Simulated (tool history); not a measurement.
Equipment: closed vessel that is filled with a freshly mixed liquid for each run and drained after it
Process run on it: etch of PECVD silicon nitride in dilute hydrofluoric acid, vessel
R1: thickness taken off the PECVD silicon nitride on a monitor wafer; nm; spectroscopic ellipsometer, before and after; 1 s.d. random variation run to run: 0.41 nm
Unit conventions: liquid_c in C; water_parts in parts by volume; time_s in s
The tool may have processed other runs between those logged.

run 1 hour=0 | liquid_c=26 water_parts=95 time_s=1750 | R1=73.788
run 2 hour=3.7 | liquid_c=24.5 water_parts=95 time_s=1750 | R1=65.913
run 3 hour=5.3 | liquid_c=24.5 water_parts=95 time_s=1880 | R1=69.696
run 4 hour=13.6 | liquid_c=24.5 water_parts=120 time_s=1880 | R1=56.626
run 5 hour=14.3 | liquid_c=24.5 water_parts=120 time_s=1880 | R1=56.856
run 6 hour=16.1 | liquid_c=22.5 water_parts=120 time_s=1880 | R1=48.607

Estimate the outcome of run 7 from the log above:
run 7 hour=20.8 | liquid_c=22 water_parts=120 time_s=1880 | R1=?

{"run 7": {"R1": 47.556}}
